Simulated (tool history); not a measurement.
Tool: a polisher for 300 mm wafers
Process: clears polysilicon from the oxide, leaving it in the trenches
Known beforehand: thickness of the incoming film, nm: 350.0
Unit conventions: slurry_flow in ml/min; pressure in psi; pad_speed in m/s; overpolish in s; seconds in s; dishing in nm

{"run": 1, "day": 0.0, "slurry_flow": 130, "pressure": 2.4, "pad_speed": 1.1, "overpolish": 19, "seconds": 35.954, "dishing": 58.524}
{"run": 2, "day": 0.038, "slurry_flow": 130, "pressure": 2.9, "pad_speed": 1.1, "overpolish": 19, "seconds": 30.049, "dishing": 59.725}
{"run": 3, "day": 0.246, "slurry_flow": 135, "pressure": 3.0, "pad_speed": 1.12, "overpolish": 18, "seconds": 28.438, "dishing": 58.45}
{"run": 4, "day": 0.575, "slurry_flow": 135, "pressure": 3.0, "pad_speed": 0.9, "overpolish": 18, "seconds": 35.27, "dishing": 57.698}
{"run": 5, "day": 0.783, "slurry_flow": 135, "pressure": 3.0, "pad_speed": 0.9, "overpolish": 13, "seconds": 35.077, "dishing": 55.589}
{"run": 6, "day": 0.925, "slurry_flow": 140, "pressure": 3.1, "pad_speed": 0.96, "overpolish": 14, "seconds": 31.262, "dishing": 57.581}
{"run": 7, "day": 1.221, "slurry_flow": 175, "pressure": 3.7, "pad_speed": 1.24, "overpolish": 6, "seconds": 20.419, "dishing": 51.832}
{"run": 8, "day": 1.354, "slurry_flow": 175, "pressure": 3.7, "pad_speed": 1.26, "overpolish": 8, "seconds": 19.634, "dishing": 57.425}

Run 9 is up next; what results do you expect?
{"run": 9, "day": 1.383, "slurry_flow": 175, "pressure": 3.7, "pad_speed": 1.28, "overpolish": 8, "seconds": "?", "dishing": "?"}

seconds: 19.596 s
dishing: 56.048 nm

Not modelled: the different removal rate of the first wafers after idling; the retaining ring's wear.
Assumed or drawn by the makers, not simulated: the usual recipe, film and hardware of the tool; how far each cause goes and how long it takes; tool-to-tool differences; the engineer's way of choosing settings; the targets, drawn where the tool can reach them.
